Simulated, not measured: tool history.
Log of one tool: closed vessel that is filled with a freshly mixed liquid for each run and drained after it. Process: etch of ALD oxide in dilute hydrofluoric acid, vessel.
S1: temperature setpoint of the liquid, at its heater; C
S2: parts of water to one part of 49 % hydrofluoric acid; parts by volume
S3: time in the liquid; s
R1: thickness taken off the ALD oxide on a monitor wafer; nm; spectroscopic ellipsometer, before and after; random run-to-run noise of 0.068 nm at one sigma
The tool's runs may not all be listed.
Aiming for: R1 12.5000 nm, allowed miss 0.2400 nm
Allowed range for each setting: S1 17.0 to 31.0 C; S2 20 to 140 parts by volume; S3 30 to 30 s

{"run": 1, "hour": 0.0, "S1": 23.0, "S2": 75, "S3": 30, "R1": 6.543}
{"run": 2, "hour": 2.0, "S1": 23.0, "S2": 75, "S3": 30, "R1": 6.536}
{"run": 3, "hour": 11.0, "S1": 23.0, "S2": 60, "S3": 30, "R1": 8.34}
{"run": 4, "hour": 13.3, "S1": 24.0, "S2": 60, "S3": 30, "R1": 8.6068}
{"run": 5, "hour": 17.0, "S1": 24.0, "S2": 60, "S3": 30, "R1": 8.6606}
{"run": 6, "hour": 20.1, "S1": 25.0, "S2": 60, "S3": 30, "R1": 8.9752}
{"hour": 24.6, "done": "hydrofluoric acid flow meter replaced"}
{"run": 7, "hour": 24.6, "S1": 26.0, "S2": 60, "S3": 30, "R1": 10.336}
{"run": 8, "hour": 33.5, "S1": 26.5, "S2": 60, "S3": 30, "R1": 10.488}
{"run": 9, "hour": 39.5, "S1": 27.0, "S2": 60, "S3": 30, "R1": 10.623}
{"run": 10, "hour": 48.0, "S1": 27.0, "S2": 60, "S3": 30, "R1": 10.752}

Of the 5 settings listed for the next run, only one would bring every result within its allowed miss of target. Which one?
{"run": "A", "hour": 56.5, "S1": 29.5, "S2": 55, "S3": 30, "R1": "?"}
{"run": "B", "hour": 56.5, "S1": 27.0, "S2": 50, "S3": 30, "R1": "?"}
{"run": "C", "hour": 56.5, "S1": 27.5, "S2": 50, "S3": 30, "R1": "?"}
{"run": "D", "hour": 56.5, "S1": 30.0, "S2": 60, "S3": 30, "R1": "?"}
{"run": "E", "hour": 56.5, "S1": 26.0, "S2": 50, "S3": 30, "R1": "?"}

move=A R1=13.0040
move=B R1=13.0480
move=C R1=13.3120
move=D R1=12.0640
move=E R1=12.5320
A: takes the biggest miss from the last run beyond its target
B: takes the biggest miss from the last run beyond its target
C: takes the biggest miss from the last run beyond its target
D: closes in on the targets versus the last run, not all within tolerance yet
E: meets every target
Move E is the one to make.
